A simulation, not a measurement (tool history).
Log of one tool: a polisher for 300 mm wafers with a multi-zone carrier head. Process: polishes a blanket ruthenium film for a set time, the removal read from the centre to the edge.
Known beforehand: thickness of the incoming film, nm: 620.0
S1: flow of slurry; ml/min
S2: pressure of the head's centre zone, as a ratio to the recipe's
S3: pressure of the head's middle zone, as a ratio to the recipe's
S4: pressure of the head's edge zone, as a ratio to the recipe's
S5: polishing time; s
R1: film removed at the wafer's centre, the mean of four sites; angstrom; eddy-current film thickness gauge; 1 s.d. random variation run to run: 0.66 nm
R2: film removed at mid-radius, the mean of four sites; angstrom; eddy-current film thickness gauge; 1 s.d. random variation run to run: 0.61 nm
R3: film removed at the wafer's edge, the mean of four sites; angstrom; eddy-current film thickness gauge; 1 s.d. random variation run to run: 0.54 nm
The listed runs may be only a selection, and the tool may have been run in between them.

run 1 hour=0.0 | S1=250 S2=1.00 S3=1.00 S4=1.00 S5=70 | R1=1081.50 R2=1044.70 R3=1037.50
run 2 hour=2.7 | S1=250 S2=0.97 S3=1.00 S4=1.00 S5=70 | R1=1022.40 R2=1051.40 R3=1035.80
run 3 hour=6.8 | S1=250 S2=0.96 S3=1.00 S4=0.98 S5=64 | R1=950.57 R2=942.90 R3=930.08
run 4 hour=7.6 | S1=250 S2=0.96 S3=1.00 S4=0.98 S5=80 | R1=1168.70 R2=1194.60 R3=1180.60
run 5 hour=14.0 | S1=245 S2=0.94 S3=1.00 S4=0.96 S5=73 | R1=1046.30 R2=1091.70 R3=1055.40
run 6 hour=14.6 | S1=245 S2=0.94 S3=1.00 S4=0.96 S5=83 | R1=1178.80 R2=1230.30 R3=1196.00
run 7 hour=20.9 | S1=235 S2=0.92 S3=1.00 S4=0.94 S5=76 | R1=1054.40 R2=1109.40 R3=1064.70
run 8 hour=23.5 | S1=225 S2=0.90 S3=1.00 S4=0.93 S5=70 | R1=962.59 R2=1039.50 R3=997.28
run 9 hour=28.6 | S1=225 S2=0.89 S3=1.00 S4=0.92 S5=64 | R1=884.40 R2=949.25 R3=914.13
run 10 hour=31.6 | S1=225 S2=0.88 S3=1.01 S4=0.91 S5=59 | R1=789.19 R2=882.32 R3=835.50
run 11 hour=34.2 | S1=225 S2=0.88 S3=1.01 S4=0.90 S5=55 | R1=751.54 R2=809.85 R3=767.64
run 12 hour=42.2 | S1=225 S2=0.87 S3=1.01 S4=0.89 S5=53 | R1=710.88 R2=783.24 R3=741.54

Expected results for the next run?
run 13 hour=45.9 | S1=225 S2=0.87 S3=1.01 S4=0.88 S5=51 | R1=? R2=? R3=?

R1: 681.43 angstrom
R2: 756.17 angstrom
R3: 709.15 angstrom
